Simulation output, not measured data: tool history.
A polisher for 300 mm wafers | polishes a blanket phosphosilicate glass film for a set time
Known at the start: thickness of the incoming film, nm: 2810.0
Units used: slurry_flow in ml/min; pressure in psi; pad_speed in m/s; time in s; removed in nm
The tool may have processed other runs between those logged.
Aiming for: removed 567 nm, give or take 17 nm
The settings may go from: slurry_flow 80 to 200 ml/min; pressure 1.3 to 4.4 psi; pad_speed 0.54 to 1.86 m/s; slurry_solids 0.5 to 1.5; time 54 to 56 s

{"run": 1, "hour": 0.0, "slurry_flow": 130, "pressure": 2.8, "pad_speed": 1.18, "slurry_solids": 1, "time": 54, "removed": 408.28}
{"run": 2, "hour": 4.7, "slurry_flow": 130, "pressure": 2.8, "pad_speed": 1.18, "slurry_solids": 1, "time": 56, "removed": 423.33}
{"run": 3, "hour": 13.1, "slurry_flow": 155, "pressure": 2.8, "pad_speed": 1.18, "slurry_solids": 1, "time": 56, "removed": 429.78}
{"run": 4, "hour": 21.3, "slurry_flow": 155, "pressure": 3, "pad_speed": 1.18, "slurry_solids": 1, "time": 56, "removed": 473.46}
{"run": 5, "hour": 24.3, "slurry_flow": 125, "pressure": 3, "pad_speed": 1.18, "slurry_solids": 1, "time": 56, "removed": 447.03}
{"run": 6, "hour": 31.2, "slurry_flow": 135, "pressure": 3.2, "pad_speed": 1.18, "slurry_solids": 1, "time": 56, "removed": 479.84}
{"run": 7, "hour": 34.8, "slurry_flow": 135, "pressure": 3.2, "pad_speed": 1.18, "slurry_solids": 1, "time": 56, "removed": 482.7}
{"run": 8, "hour": 43.8, "slurry_flow": 140, "pressure": 3.3, "pad_speed": 1.18, "slurry_solids": 1, "time": 56, "removed": 495.01}

Exercise: of the 5 proposed moves below, exactly one satisfies all targets within the stated allowed misses. Which move is it?
{"run": "A", "hour": 52.8, "slurry_flow": 130, "pressure": 3.4, "pad_speed": 1.22, "slurry_solids": 1.1, "time": 55, "removed": "?"}
{"run": "B", "hour": 52.8, "slurry_flow": 135, "pressure": 3.7, "pad_speed": 1.14, "slurry_solids": 1, "time": 54, "removed": "?"}
{"run": "C", "hour": 52.8, "slurry_flow": 145, "pressure": 4.2, "pad_speed": 1.04, "slurry_solids": 0.85, "time": 55, "removed": "?"}
{"run": "D", "hour": 52.8, "slurry_flow": 135, "pressure": 3.3, "pad_speed": 1.3, "slurry_solids": 1, "time": 56, "removed": "?"}
{"run": "E", "hour": 52.8, "slurry_flow": 140, "pressure": 3.8, "pad_speed": 0.94, "slurry_solids": 1.25, "time": 56, "removed": "?"}

move=A removed=540.06
move=B removed=528.95
move=C removed=531.14
move=D removed=532.4
move=E removed=563.71
A: moves toward the targets from the last run without getting all of them in spec
B: moves toward the targets from the last run without getting all of them in spec
C: moves toward the targets from the last run without getting all of them in spec
D: moves toward the targets from the last run without getting all of them in spec
E: meets every target
E meets every target.

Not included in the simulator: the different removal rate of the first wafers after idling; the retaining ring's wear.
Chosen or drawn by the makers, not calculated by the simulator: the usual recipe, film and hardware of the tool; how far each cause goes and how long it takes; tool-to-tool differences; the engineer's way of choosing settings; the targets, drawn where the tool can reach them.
